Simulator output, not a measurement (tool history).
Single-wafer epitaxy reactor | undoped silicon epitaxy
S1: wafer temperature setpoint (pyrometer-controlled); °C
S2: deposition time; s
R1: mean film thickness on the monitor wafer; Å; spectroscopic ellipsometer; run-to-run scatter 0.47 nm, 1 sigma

{"run": 1, "hour": 0.0, "S1": 635, "S2": 426, "R1": 516.4}
{"run": 2, "hour": 4.3, "S1": 641, "S2": 427, "R1": 584.76}
{"run": 3, "hour": 6.5, "S1": 632, "S2": 427, "R1": 482.71}
{"run": 4, "hour": 12.1, "S1": 632, "S2": 382, "R1": 430.44}
{"run": 5, "hour": 16.3, "S1": 640, "S2": 389, "R1": 526.34}
{"run": 6, "hour": 19.8, "S1": 645, "S2": 391, "R1": 587.53}
{"run": 7, "hour": 24.8, "S1": 649, "S2": 394, "R1": 635.18}
{"run": 8, "hour": 29.1, "S1": 652, "S2": 399, "R1": 699.42}
{"run": 9, "hour": 35.0, "S1": 654, "S2": 399, "R1": 718.98}
{"run": 10, "hour": 39.7, "S1": 655, "S2": 401, "R1": 740.6}
{"run": 11, "hour": 40.4, "S1": 656, "S2": 402, "R1": 763.93}
{"run": 12, "hour": 46.8, "S1": 657, "S2": 402, "R1": 781.42}
{"run": 13, "hour": 48.0, "S1": 658, "S2": 402, "R1": 782.96}
{"run": 14, "hour": 49.2, "S1": 658, "S2": 402, "R1": 790.8}

What does the tool deliver on the next run?
{"run": 15, "hour": 55.3, "S1": 658, "S2": 403, "R1": "?"}

Run 15 gave R1 794 Å.

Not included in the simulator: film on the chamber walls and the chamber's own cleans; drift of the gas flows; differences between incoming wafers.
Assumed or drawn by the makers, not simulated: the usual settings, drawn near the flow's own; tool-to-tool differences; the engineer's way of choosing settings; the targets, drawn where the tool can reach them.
